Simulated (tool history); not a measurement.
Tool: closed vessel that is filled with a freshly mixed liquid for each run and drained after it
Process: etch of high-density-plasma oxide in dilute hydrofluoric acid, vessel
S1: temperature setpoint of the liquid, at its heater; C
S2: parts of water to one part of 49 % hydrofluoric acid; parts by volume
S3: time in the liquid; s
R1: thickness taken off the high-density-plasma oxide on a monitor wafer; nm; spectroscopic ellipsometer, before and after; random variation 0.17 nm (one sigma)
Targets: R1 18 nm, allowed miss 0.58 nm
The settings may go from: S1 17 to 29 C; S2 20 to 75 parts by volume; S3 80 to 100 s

| run | hour | S1 | S2 | S3 | R1 |
|---|---|---|---|---|---|
| 1 | 0 | 21 | 45 | 100 | 15.047 |
| 2 | 8.6 | 21 | 50 | 100 | 13.393 |
| 3 | 9.5 | 23 | 50 | 100 | 14.667 |
| 4 | 10.8 | 20 | 50 | 100 | 12.712 |
| 5 | 17.8 | 20 | 50 | 80 | 10.185 |
| 6 | 20.8 | 22.5 | 50 | 80 | 11.336 |
| 7 | 22.2 | 24 | 45 | 80 | 13.398 |
| 8 | 25.3 | 25.5 | 40 | 80 | 16.329 |
| 9 | 30.9 | 26.5 | 40 | 80 | 16.641 |
| 10 | 34.9 | 27 | 40 | 80 | 17.165 |

5 next moves are on the table. One of them brings every result within its allowed miss. Which?
| A | 38.9 | 26 | 40 | 80 | ? |
| B | 38.9 | 24.5 | 35 | 80 | ? |
| C | 38.9 | 25 | 40 | 80 | ? |
| D | 38.9 | 29 | 45 | 80 | ? |
| E | 38.9 | 28.5 | 45 | 80 | ? |

| move | R1 |
|---|---|
| A | 16.975 |
| B | 18.365 |
| C | 16.293 |
| D | 16.904 |
| E | 16.571 |
A: further off than the last run
B: meets every target
C: further off than the last run
D: further off than the last run
E: further off than the last run
Move B is the one to make.
